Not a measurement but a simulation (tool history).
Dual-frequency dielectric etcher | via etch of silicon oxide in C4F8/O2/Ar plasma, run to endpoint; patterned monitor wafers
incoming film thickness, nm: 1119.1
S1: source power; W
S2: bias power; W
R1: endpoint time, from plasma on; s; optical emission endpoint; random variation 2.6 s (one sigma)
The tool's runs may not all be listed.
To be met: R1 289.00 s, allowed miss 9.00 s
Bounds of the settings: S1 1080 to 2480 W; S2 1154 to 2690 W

run    day    S1    S2      R1
  1  0.000  1780  1922  251.33
  2  0.275  2070  1922  238.68
  3  0.592  1920  1822  249.18
  4  0.717  1920  2047  240.82
     1.083  -- source power generator calibrated
  5  1.083  1920  2214  234.38
  6  1.458  2070  2214  224.21
  7  1.612  1900  2126  237.04
  8  1.754  1760  2031  242.99

Which of these 5 next moves meets every target?
  A  1.896  1550  1690   ?
  B  1.896  2120  2690   ?
  C  1.896  1140  1829   ?
  D  1.896  2090  2529   ?
  E  1.896  2030  2636   ?

move      R1
   A  278.25
   B  211.64
   C  290.63
   D  217.75
   E  215.96
A: nearer than the last run, and not there yet
B: further off than the last run
C: meets every target
D: further off than the last run
E: further off than the last run
Move C is the one to make.
